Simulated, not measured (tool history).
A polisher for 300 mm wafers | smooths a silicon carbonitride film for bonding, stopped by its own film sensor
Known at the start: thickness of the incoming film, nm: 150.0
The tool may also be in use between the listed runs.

run    day  flow of slurry (ml/min)  pressure of the wafer on the pad (psi)  speed of the pad under the wafer (m/s)  abrasive content of the slurry  target thickness at which the film sensor stops the polish (angstrom)  time until the film sensor stopped the polish (s)
  1  0.000                      210                                     1.9                                    0.94                             1.0                                                                   1400                                             55.122
  2  0.088                      210                                     1.9                                    0.94                             1.1                                                                   1400                                             53.991
  3  0.350                      210                                     2.0                                    0.94                             1.1                                                                   1400                                             51.441
  4  0.408                      210                                     2.0                                    0.94                             0.9                                                                   1400                                             57.641
  5  0.654                      210                                     2.0                                    0.82                             0.9                                                                   1400                                             62.996
  6  0.775                      210                                     2.0                                    0.82                             0.9                                                                   1410                                             55.446

Forecast run 7:
  7  0.925                      210                                     2.1                                    0.84                             0.9                                                                   1410                                                  ?

{"run 7": {"time until the film sensor stopped the polish (s)": 52.495}}

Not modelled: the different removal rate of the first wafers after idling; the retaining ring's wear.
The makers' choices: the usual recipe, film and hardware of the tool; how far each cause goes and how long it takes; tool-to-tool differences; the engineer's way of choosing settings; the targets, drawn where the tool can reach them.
